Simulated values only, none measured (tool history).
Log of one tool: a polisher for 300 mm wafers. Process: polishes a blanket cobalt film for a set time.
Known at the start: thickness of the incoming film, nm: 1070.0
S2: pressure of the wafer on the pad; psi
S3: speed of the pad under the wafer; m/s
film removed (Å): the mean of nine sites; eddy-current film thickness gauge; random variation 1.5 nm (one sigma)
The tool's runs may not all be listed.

Run 1, hour 0.0: flow of slurry (ml/min) 160, S2 1.6 psi, S3 1.18 m/s, polishing time (s) 34. Result: film removed (Å) 1313.7.
Run 2, hour 1.5: flow of slurry (ml/min) 160, S2 1.6 psi, S3 0.96 m/s, polishing time (s) 34. Result: film removed (Å) 1110.3.
Run 3, hour 4.1: flow of slurry (ml/min) 170, S2 1.8 psi, S3 0.96 m/s, polishing time (s) 34. Result: film removed (Å) 1236.7.
Run 4, hour 10.5: flow of slurry (ml/min) 185, S2 1.8 psi, S3 0.96 m/s, polishing time (s) 34. Result: film removed (Å) 1252.3.
Run 5, hour 18.8: flow of slurry (ml/min) 185, S2 2.0 psi, S3 0.96 m/s, polishing time (s) 34. Result: film removed (Å) 1383.1.
At hour 25.5: head pressure recalibrated.
Run 6, hour 25.5: flow of slurry (ml/min) 185, S2 2.0 psi, S3 0.96 m/s, polishing time (s) 34. Result: film removed (Å) 1454.2.
Run 7, hour 33.3: flow of slurry (ml/min) 185, S2 2.1 psi, S3 0.96 m/s, polishing time (s) 34. Result: film removed (Å) 1541.4.

Run 8 comes next. What will it give?
Run 8, hour 40.2: flow of slurry (ml/min) 185, S2 2.2 psi, S3 0.96 m/s, polishing time (s) 34. Result: film removed (Å) ?.

film removed (Å): 1612.3
